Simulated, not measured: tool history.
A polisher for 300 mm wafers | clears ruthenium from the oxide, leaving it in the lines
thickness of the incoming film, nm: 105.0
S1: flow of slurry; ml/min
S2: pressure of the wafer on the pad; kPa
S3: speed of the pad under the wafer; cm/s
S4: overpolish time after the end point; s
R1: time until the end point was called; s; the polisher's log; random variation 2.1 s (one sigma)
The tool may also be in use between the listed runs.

run 1 day=0.000 | S1=230 S2=11.7 S3=78 S4=10 | R1=158.59
run 2 day=0.062 | S1=205 S2=11.7 S3=78 S4=10 | R1=159.47
run 3 day=0.317 | S1=205 S2=11.7 S3=92 S4=10 | R1=136.45
run 4 day=0.425 | S1=205 S2=10.3 S3=92 S4=10 | R1=154.19
run 5 day=0.617 | S1=205 S2=10.3 S3=92 S4=10 | R1=153.05
run 6 day=0.858 | S1=205 S2=10.3 S3=92 S4=10 | R1=157.55
run 7 day=1.183 | S1=205 S2=9.7 S3=92 S4=10 | R1=165.80

Forecast run 8:
run 8 day=1.433 | S1=205 S2=9.0 S3=92 S4=10 | R1=?

R1: 177.97 s
